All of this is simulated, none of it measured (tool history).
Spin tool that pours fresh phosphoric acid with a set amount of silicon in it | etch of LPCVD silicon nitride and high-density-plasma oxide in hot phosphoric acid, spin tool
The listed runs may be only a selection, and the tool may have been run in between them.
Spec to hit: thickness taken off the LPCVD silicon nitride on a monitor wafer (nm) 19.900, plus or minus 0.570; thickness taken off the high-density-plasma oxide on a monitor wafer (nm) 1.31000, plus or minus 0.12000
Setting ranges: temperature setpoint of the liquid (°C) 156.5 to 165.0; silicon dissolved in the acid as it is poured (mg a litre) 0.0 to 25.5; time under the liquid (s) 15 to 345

run  hour  temperature setpoint of the liquid (°C)  silicon dissolved in the acid as it is poured (mg a litre)  time under the liquid (s)  thickness taken off the LPCVD silicon nitride on a monitor wafer (nm)  thickness taken off the high-density-plasma oxide on a monitor wafer (nm)
  1   0.0                                    160.0                                                        11.0                        175                                                                 15.499                                                                    0.86493
  2   5.2                                    160.0                                                        11.0                        225                                                                 20.069                                                                    1.13570
  3   9.0                                    161.5                                                        11.0                        225                                                                 21.035                                                                    1.24240
  4  17.6                                    161.5                                                        10.0                        225                                                                 20.639                                                                    1.28590
  5  19.0                                    161.5                                                        10.0                        165                                                                 15.128                                                                    0.95309
  6  20.1                                    162.5                                                        10.0                        165                                                                 15.542                                                                    1.02190
  7  23.8                                    164.0                                                        12.5                        210                                                                 20.979                                                                    1.28950
  8  30.4                                    164.0                                                        12.0                        210                                                                 21.308                                                                    1.35920
  9  35.9                                    163.5                                                        11.5                        210                                                                 21.137                                                                    1.35990
 10  43.0                                    163.5                                                        11.0                        210                                                                 20.784                                                                    1.36070

4 next moves are on the table. One of them brings every result within its allowed miss. Which?
  A  50.1                                    162.0                                                        10.5                        235                                                                      ?                                                                          ?
  B  50.1                                    165.0                                                        13.0                        190                                                                      ?                                                                          ?
  C  50.1                                    163.5                                                        12.5                        210                                                                      ?                                                                          ?
  D  50.1                                    162.5                                                        10.0                        190                                                                      ?                                                                          ?

move  thickness taken off the LPCVD silicon nitride on a monitor wafer (nm)  thickness taken off the high-density-plasma oxide on a monitor wafer (nm)
   A                                                                 22.004                                                                    1.40460
   B                                                                 19.644                                                                    1.33400
   C                                                                 20.666                                                                    1.33790
   D                                                                 18.088                                                                    1.19130
A: misses by more than the last run did
B: every result lands within tolerance
C: nearer the targets than the last run, but a result is still out of spec
D: pushes the last run's worst result past its target
Correct choice: B, which meets every target
